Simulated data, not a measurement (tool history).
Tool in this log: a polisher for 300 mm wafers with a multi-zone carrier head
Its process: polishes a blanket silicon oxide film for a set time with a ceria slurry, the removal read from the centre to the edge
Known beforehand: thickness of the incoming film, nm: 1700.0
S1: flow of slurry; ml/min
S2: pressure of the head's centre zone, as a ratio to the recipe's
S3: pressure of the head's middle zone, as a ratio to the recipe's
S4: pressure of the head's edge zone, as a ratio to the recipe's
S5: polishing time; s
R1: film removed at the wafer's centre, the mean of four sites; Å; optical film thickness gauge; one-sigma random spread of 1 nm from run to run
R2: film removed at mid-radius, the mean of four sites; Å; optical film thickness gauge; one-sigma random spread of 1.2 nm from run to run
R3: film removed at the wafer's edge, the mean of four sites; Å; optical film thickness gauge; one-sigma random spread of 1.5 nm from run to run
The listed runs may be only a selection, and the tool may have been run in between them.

{"run": 1, "hour": 0.0, "S1": 200, "S2": 1, "S3": 1, "S4": 1, "S5": 39, "R1": 1640, "R2": 1644.6, "R3": 1649.1}
{"run": 2, "hour": 6.7, "S1": 200, "S2": 1, "S3": 1, "S4": 0.92, "S5": 39, "R1": 1647.6, "R2": 1690.9, "R3": 1569.9}
{"run": 3, "hour": 11.1, "S1": 240, "S2": 1, "S3": 1, "S4": 0.92, "S5": 39, "R1": 1702.6, "R2": 1694.5, "R3": 1600.4}
{"run": 4, "hour": 18.4, "S1": 240, "S2": 1, "S3": 1, "S4": 0.86, "S5": 39, "R1": 1674.1, "R2": 1696.8, "R3": 1565}
{"run": 5, "hour": 21.5, "S1": 240, "S2": 1, "S3": 1, "S4": 0.92, "S5": 39, "R1": 1668.6, "R2": 1674.9, "R3": 1601.2}
{"run": 6, "hour": 22.3, "S1": 230, "S2": 0.96, "S3": 1, "S4": 0.89, "S5": 36, "R1": 1480.7, "R2": 1548.4, "R3": 1449.7}
{"run": 7, "hour": 31.1, "S1": 220, "S2": 0.93, "S3": 1, "S4": 0.86, "S5": 34, "R1": 1342.4, "R2": 1459.2, "R3": 1383.5}
{"run": 8, "hour": 31.7, "S1": 215, "S2": 0.93, "S3": 1.02, "S4": 0.84, "S5": 32, "R1": 1266.1, "R2": 1406.1, "R3": 1225.6}
{"run": 9, "hour": 37.9, "S1": 205, "S2": 0.91, "S3": 1.01, "S4": 0.83, "S5": 31, "R1": 1186.5, "R2": 1355.2, "R3": 1185.2}
{"run": 10, "hour": 40.5, "S1": 195, "S2": 0.9, "S3": 1, "S4": 0.82, "S5": 31, "R1": 1187.8, "R2": 1316.5, "R3": 1196.9}

Predict the results of run 11:
{"run": 11, "hour": 41.8, "S1": 190, "S2": 0.89, "S3": 1, "S4": 0.82, "S5": 31, "R1": "?", "R2": "?", "R3": "?"}

R1: 1163 Å
R2: 1326.1 Å
R3: 1167.1 Å

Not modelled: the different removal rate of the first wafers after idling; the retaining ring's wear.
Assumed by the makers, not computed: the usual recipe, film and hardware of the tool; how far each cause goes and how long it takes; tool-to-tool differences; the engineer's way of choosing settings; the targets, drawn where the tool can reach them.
